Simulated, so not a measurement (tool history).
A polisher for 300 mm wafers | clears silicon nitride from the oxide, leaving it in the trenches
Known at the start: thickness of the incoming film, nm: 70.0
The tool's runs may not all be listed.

run	day	flow of slurry (ml/min)	pressure of the wafer on the pad (kPa)	speed of the pad under the wafer (m/s)	overpolish time after the end point (s)	time until the end point was called (s)
1	0	290	16.5	1.12	12	74.317
2	0.358	290	18.6	1.16	12	64.557
3	0.617	290	18.6	0.94	12	79.701
4	0.658	330	18.6	0.94	12	76.19
# day 0.708: slurry nozzle cleaned
5	0.708	380	18.6	0.94	12	75.802
6	0.9	380	15.2	0.94	12	92.983
7	1.129	380	17.2	1.02	12	72.983
8	1.233	380	17.2	1.02	12	74.239
9	1.588	380	19.3	1.06	12	63.467
10	1.679	380	20.7	1.1	12	61.06
11	1.908	380	21.4	1.18	12	53.825

Run 12 comes next. What will it give?
12	1.967	380	22.1	1.22	12	?

Run 12 gave time until the end point was called (s) 50.457.
